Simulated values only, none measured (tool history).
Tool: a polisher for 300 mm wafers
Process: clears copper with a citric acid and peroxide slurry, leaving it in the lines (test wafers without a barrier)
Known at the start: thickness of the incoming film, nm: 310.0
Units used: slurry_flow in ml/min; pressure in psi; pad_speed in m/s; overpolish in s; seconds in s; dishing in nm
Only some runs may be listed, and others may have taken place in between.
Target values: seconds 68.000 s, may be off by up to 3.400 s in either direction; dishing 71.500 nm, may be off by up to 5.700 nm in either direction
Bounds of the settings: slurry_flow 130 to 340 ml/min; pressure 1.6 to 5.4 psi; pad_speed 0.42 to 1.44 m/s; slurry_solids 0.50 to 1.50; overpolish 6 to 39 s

run  hour  slurry_flow  pressure  pad_speed  slurry_solids  overpolish  seconds  dishing
  1   0.0          220       3.5       0.92           1.00          20  127.530   35.907
  2   1.9          250       3.5       0.92           1.00          20  125.320   36.642
  3   8.6          250       3.8       0.94           1.00          20  110.650   40.623
  4  17.3          250       3.8       0.94           1.10          20  112.370   40.782
  5  18.5          210       3.8       0.94           1.10          20  115.590   39.705
  6  24.3          255       3.8       0.94           1.10          20  113.150   41.699
  7  29.3          260       4.8       1.02           1.10          22   83.487   57.642
  8  36.5          260       4.9       1.04           1.10          22   81.736   60.786
  9  40.4          265       5.4       1.10           1.10          21   68.187   65.513

Which single option among these 5 for the next run brings every result within its allowed miss of target? Just one does.
  A  44.3          225       5.4       1.12           1.15          17        ?        ?
  B  44.3          300       5.2       1.14           1.05          18        ?        ?
  C  44.3          250       5.3       1.02           1.20          25        ?        ?
  D  44.3          230       5.4       1.14           1.10          20        ?        ?
  E  44.3          315       5.4       1.10           1.10          24        ?        ?

move  seconds  dishing
   A   69.168   55.227
   B   69.265   57.847
   C   75.450   71.009
   D   68.314   64.117
   E   68.346   74.521
A: the biggest miss grows against the last run
B: the biggest miss grows against the last run
C: puts the biggest miss on target and leaves a different result outside tolerance
D: the biggest miss grows against the last run
E: hits every target within its allowed miss
Go with E: it meets all targets.
